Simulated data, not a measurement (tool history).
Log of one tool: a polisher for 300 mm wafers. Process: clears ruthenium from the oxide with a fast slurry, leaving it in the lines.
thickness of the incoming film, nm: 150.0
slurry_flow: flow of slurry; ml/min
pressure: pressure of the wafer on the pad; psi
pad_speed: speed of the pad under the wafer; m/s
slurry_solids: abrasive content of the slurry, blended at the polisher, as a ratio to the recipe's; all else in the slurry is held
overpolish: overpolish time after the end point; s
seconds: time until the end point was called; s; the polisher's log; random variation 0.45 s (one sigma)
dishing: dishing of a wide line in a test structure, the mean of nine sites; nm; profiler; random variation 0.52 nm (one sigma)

{"run": 1, "hour": 0.0, "slurry_flow": 265, "pressure": 2, "pad_speed": 1.1, "slurry_solids": 1, "overpolish": 25, "seconds": 61.188, "dishing": 50.504}
{"run": 2, "hour": 7.4, "slurry_flow": 265, "pressure": 2, "pad_speed": 1.1, "slurry_solids": 1, "overpolish": 23, "seconds": 61.395, "dishing": 50.083}
{"run": 3, "hour": 8.2, "slurry_flow": 265, "pressure": 2, "pad_speed": 1.1, "slurry_solids": 1, "overpolish": 21, "seconds": 62.412, "dishing": 46.151}
{"run": 4, "hour": 14.6, "slurry_flow": 265, "pressure": 2, "pad_speed": 1.1, "slurry_solids": 1.1, "overpolish": 21, "seconds": 59.867, "dishing": 46.1}
{"run": 5, "hour": 17.4, "slurry_flow": 265, "pressure": 2, "pad_speed": 1.1, "slurry_solids": 1.15, "overpolish": 20, "seconds": 59.403, "dishing": 46.376}
{"run": 6, "hour": 23.5, "slurry_flow": 265, "pressure": 2, "pad_speed": 1.1, "slurry_solids": 1.15, "overpolish": 25, "seconds": 58.588, "dishing": 55.524}
{"run": 7, "hour": 25.8, "slurry_flow": 265, "pressure": 2.1, "pad_speed": 1.1, "slurry_solids": 1.1, "overpolish": 23, "seconds": 55.884, "dishing": 52.481}

The next listed run, before its measurement:
{"run": 8, "hour": 33.8, "slurry_flow": 270, "pressure": 2.2, "pad_speed": 1.06, "slurry_solids": 1.05, "overpolish": 21, "seconds": "?", "dishing": "?"}

{"run 8": {"seconds": 57.441, "dishing": 46.638}}
